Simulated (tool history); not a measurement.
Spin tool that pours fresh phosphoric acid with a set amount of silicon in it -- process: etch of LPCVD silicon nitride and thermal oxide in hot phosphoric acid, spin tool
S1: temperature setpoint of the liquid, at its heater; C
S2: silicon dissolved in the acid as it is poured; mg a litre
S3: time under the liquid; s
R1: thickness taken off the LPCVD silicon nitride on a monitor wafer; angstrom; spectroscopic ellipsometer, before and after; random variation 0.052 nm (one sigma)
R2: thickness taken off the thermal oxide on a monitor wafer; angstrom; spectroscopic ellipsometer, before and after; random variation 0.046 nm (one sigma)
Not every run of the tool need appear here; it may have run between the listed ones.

Run 1, hour 0: S1 161 C, S2 15.5 mg a litre, S3 50 s. Result: R1 44.244 angstrom, R2 0.30153 angstrom.
Run 2, hour 1.3: S1 161 C, S2 15.5 mg a litre, S3 40 s. Result: R1 35.519 angstrom, R2 0.45999 angstrom.
Run 3, hour 2: S1 162 C, S2 15.5 mg a litre, S3 40 s. Result: R1 37.115 angstrom, R2 0.41661 angstrom.
Run 4, hour 3: S1 163 C, S2 11.5 mg a litre, S3 45 s. Result: R1 42.25 angstrom, R2 1.9187 angstrom.
Run 5, hour 5.1: S1 163.5 C, S2 14 mg a litre, S3 50 s. Result: R1 48.463 angstrom, R2 1.0474 angstrom.
Run 6, hour 6.2: S1 165 C, S2 14 mg a litre, S3 50 s. Result: R1 51.057 angstrom, R2 1.1806 angstrom.

What does the tool deliver on the next run?
Run 7, hour 15: S1 165 C, S2 14.5 mg a litre, S3 55 s. Result: R1 ?, R2 ?.

R1: 55.961 angstrom
R2: 0.99755 angstrom
